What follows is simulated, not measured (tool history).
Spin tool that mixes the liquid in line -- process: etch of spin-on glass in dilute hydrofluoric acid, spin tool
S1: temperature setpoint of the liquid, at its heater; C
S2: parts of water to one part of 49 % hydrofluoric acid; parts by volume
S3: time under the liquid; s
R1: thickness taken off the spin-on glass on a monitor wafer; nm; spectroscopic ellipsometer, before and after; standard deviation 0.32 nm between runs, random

run	hour	S1	S2	S3	R1
1	0	25	220	100	15.21
2	5.5	23.5	220	100	14.526
3	14.2	23.5	220	80	11.64
4	17.7	25.5	220	80	12.288
5	26	25.5	145	80	20.655
6	31.3	25.5	220	80	12.272
7	33.1	26	185	80	15.461
# hour 39.3: thermometer replaced
8	39.3	26	155	80	17.607
9	43.6	26	130	85	23.366
10	47.2	26	130	85	23.552
11	52.9	30	85	85	43.925
12	61.6	29.5	85	85	43.408
13	64.4	29	85	85	42.999
14	66.3	28.5	85	85	41.6
15	71.1	28	85	85	40.926
16	74.9	28	85	85	41.398

What does the tool deliver on the next run?
17	83.3	27.5	85	85	?

R1: 40.867 nm

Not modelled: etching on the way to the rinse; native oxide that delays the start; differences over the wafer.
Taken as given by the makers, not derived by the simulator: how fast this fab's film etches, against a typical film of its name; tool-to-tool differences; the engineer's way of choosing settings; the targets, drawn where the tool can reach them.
